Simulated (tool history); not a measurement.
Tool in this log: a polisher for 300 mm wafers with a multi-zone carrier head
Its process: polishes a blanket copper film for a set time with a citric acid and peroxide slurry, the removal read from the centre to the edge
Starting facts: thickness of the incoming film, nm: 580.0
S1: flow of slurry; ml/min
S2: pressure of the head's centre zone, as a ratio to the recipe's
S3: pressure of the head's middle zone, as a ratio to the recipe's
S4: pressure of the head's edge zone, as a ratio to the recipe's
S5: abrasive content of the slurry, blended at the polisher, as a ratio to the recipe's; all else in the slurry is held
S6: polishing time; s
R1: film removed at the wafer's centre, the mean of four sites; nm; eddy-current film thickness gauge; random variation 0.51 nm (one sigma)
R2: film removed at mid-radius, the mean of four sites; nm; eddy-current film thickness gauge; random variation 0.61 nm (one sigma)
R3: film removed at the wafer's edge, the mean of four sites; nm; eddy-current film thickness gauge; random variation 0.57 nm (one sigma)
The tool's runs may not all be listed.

run 1 hour=0 | S1=280 S2=1 S3=1 S4=1 S5=1 S6=38 | R1=78.952 R2=76.505 R3=77.508
run 2 hour=1.1 | S1=265 S2=1 S3=0.94 S4=1 S5=1 S6=38 | R1=77.315 R2=70.865 R3=77.371
run 3 hour=6.1 | S1=250 S2=1 S3=0.91 S4=0.99 S5=1 S6=38 | R1=76.673 R2=70.067 R3=77.089
run 4 hour=9.2 | S1=245 S2=1.01 S3=0.88 S4=0.99 S5=0.95 S6=38 | R1=76.85 R2=67.546 R3=75.602
run 5 hour=15.3 | S1=245 S2=1.01 S3=0.95 S4=0.99 S5=0.95 S6=38 | R1=76.179 R2=71.086 R3=75.588
run 6 hour=19.2 | S1=245 S2=1.01 S3=0.99 S4=0.99 S5=0.95 S6=38 | R1=76.146 R2=74.881 R3=75.036
run 7 hour=23.7 | S1=245 S2=1.01 S3=0.94 S4=0.99 S5=0.95 S6=38 | R1=77.074 R2=70.282 R3=75.037
run 8 hour=29.9 | S1=235 S2=1.01 S3=0.91 S4=1 S5=0.95 S6=38 | R1=76.326 R2=68.919 R3=75.916
run 9 hour=33.7 | S1=230 S2=1.01 S3=0.88 S4=1 S5=0.95 S6=38 | R1=75.715 R2=65.916 R3=74.776

What does the tool deliver on the next run?
run 10 hour=40.7 | S1=225 S2=1.01 S3=0.87 S4=1.01 S5=0.95 S6=38 | R1=? R2=? R3=?

Logged for run 10: R1 75.411 nm, R2 66.648 nm, R3 76.074 nm.

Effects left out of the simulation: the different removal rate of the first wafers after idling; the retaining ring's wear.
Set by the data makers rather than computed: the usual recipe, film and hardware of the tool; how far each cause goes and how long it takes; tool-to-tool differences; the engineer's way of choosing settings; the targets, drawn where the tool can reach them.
